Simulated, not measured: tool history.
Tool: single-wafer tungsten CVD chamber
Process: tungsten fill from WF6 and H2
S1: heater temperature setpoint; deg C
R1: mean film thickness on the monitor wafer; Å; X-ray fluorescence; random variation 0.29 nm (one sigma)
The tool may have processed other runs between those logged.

{"run": 1, "hour": 0.0, "S1": 385, "chamber pressure (mTorr)": 51700, "deposition time (s)": 21.2, "R1": 553.07}
{"run": 2, "hour": 6.9, "S1": 385, "chamber pressure (mTorr)": 56100, "deposition time (s)": 21.2, "R1": 573.09}
{"run": 3, "hour": 15.5, "S1": 389, "chamber pressure (mTorr)": 56100, "deposition time (s)": 21.2, "R1": 619.86}
{"run": 4, "hour": 18.4, "S1": 389, "chamber pressure (mTorr)": 56100, "deposition time (s)": 20.2, "R1": 585.56}
{"run": 5, "hour": 19.2, "S1": 390, "chamber pressure (mTorr)": 56100, "deposition time (s)": 20.2, "R1": 596.98}
{"run": 6, "hour": 23.8, "S1": 391, "chamber pressure (mTorr)": 56100, "deposition time (s)": 20.2, "R1": 607.2}
{"run": 7, "hour": 26.9, "S1": 392, "chamber pressure (mTorr)": 56100, "deposition time (s)": 20.2, "R1": 615.51}

For run 8, what comes out?
{"run": 8, "hour": 31.0, "S1": 393, "chamber pressure (mTorr)": 56100, "deposition time (s)": 20.2, "R1": "?"}

R1: 626.88 Å

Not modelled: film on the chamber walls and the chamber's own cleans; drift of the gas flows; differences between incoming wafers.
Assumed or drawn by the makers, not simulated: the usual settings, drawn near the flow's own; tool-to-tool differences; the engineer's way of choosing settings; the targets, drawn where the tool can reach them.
